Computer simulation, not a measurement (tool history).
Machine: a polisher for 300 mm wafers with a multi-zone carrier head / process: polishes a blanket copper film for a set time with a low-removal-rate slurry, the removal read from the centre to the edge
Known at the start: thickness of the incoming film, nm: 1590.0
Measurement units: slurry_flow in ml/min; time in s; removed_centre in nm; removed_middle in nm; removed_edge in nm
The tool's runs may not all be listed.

Run 1, hour 0.0: slurry_flow 155 ml/min, centre_zone 1.00, middle_zone 1.00, edge_zone 1.00, slurry_solids 1.00, time 54 s. Result: removed_centre 196.23 nm, removed_middle 178.35 nm, removed_edge 175.43 nm.
Run 2, hour 5.0: slurry_flow 155 ml/min, centre_zone 1.00, middle_zone 0.94, edge_zone 1.00, slurry_solids 1.00, time 54 s. Result: removed_centre 196.55 nm, removed_middle 172.86 nm, removed_edge 175.23 nm.
Run 3, hour 9.7: slurry_flow 155 ml/min, centre_zone 1.05, middle_zone 0.94, edge_zone 1.00, slurry_solids 1.00, time 54 s. Result: removed_centre 207.70 nm, removed_middle 169.16 nm, removed_edge 174.08 nm.
Run 4, hour 14.7: slurry_flow 195 ml/min, centre_zone 1.05, middle_zone 0.94, edge_zone 1.00, slurry_solids 1.00, time 54 s. Result: removed_centre 212.05 nm, removed_middle 177.31 nm, removed_edge 176.60 nm.
Run 5, hour 16.9: slurry_flow 190 ml/min, centre_zone 1.01, middle_zone 0.94, edge_zone 1.00, slurry_solids 0.90, time 52 s. Result: removed_centre 192.21 nm, removed_middle 166.17 nm, removed_edge 169.17 nm.
Run 6, hour 21.5: slurry_flow 190 ml/min, centre_zone 1.01, middle_zone 0.94, edge_zone 1.00, slurry_solids 0.90, time 57 s. Result: removed_centre 216.95 nm, removed_middle 181.60 nm, removed_edge 184.91 nm.
Run 7, hour 25.9: slurry_flow 185 ml/min, centre_zone 0.98, middle_zone 0.95, edge_zone 1.00, slurry_solids 0.85, time 54 s. Result: removed_centre 189.57 nm, removed_middle 172.89 nm, removed_edge 174.00 nm.

For run 8, what comes out?
At hour 27.6: centre zone pressure recalibrated.
Run 8, hour 27.6: slurry_flow 180 ml/min, centre_zone 0.96, middle_zone 0.94, edge_zone 0.98, slurry_solids 0.80, time 52 s. Result: removed_centre ?, removed_middle ?, removed_edge ?.

removed_centre: 158.75 nm
removed_middle: 162.40 nm
removed_edge: 164.76 nm

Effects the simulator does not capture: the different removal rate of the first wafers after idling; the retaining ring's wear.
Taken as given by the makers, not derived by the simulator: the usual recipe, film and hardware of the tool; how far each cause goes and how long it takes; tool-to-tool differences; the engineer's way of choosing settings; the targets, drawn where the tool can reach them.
